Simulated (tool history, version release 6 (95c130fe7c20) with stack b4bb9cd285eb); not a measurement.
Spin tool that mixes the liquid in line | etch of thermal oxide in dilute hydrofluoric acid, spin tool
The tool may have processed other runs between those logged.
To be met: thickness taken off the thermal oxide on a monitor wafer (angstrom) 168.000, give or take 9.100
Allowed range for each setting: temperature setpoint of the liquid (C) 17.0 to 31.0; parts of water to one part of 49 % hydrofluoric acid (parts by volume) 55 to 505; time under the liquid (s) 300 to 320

run  hour  temperature setpoint of the liquid (C)  parts of water to one part of 49 % hydrofluoric acid (parts by volume)  time under the liquid (s)  thickness taken off the thermal oxide on a monitor wafer (angstrom)
  1   0.0                                    23.0                                                                     280                        300                                                               41.122
  2   2.4                                    23.0                                                                     280                        300                                                               40.536
  3  10.7                                    20.0                                                                     280                        300                                                               36.862
  4  12.5                                    20.0                                                                     280                        320                                                               38.768
  5  15.0                                    23.0                                                                     205                        320                                                               64.393
  6  20.4                                    24.5                                                                     205                        320                                                               67.090
  7  24.3                                    26.5                                                                     155                        320                                                              103.100
  8  28.4                                    28.0                                                                     135                        320                                                              129.210
  9  34.7                                    29.0                                                                     130                        320                                                              139.630
 10  36.6                                    31.0                                                                     100                        320                                                              203.660
 11  41.2                                    30.5                                                                     100                        320                                                              198.550
 12  46.6                                    30.0                                                                     100                        320                                                              195.510
 13  47.9                                    29.5                                                                     100                        320                                                              188.070
 14  49.2                                    29.0                                                                     100                        320                                                              189.200
 15  55.7                                    28.5                                                                     100                        320                                                              187.340
 16  56.9                                    28.0                                                                     100                        320                                                              179.430
 17  62.3                                    27.5                                                                     100                        320                                                              175.710

Exercise: of the 4 proposed moves below, exactly one satisfies all targets within the stated allowed misses. Which move is it?
  A  67.7                                    26.5                                                                     100                        315                                                                    ?
  B  67.7                                    24.5                                                                      85                        320                                                                    ?
  C  67.7                                    28.0                                                                      95                        315                                                                    ?
  D  67.7                                    26.0                                                                      85                        305                                                                    ?

move  thickness taken off the thermal oxide on a monitor wafer (angstrom)
   A                                                              167.870
   B                                                              189.080
   C                                                              188.470
   D                                                              191.250
A: all results land within tolerance of their targets
B: misses by more than the last run did
C: misses by more than the last run did
D: misses by more than the last run did
So the answer is move A, the one that meets all the targets.
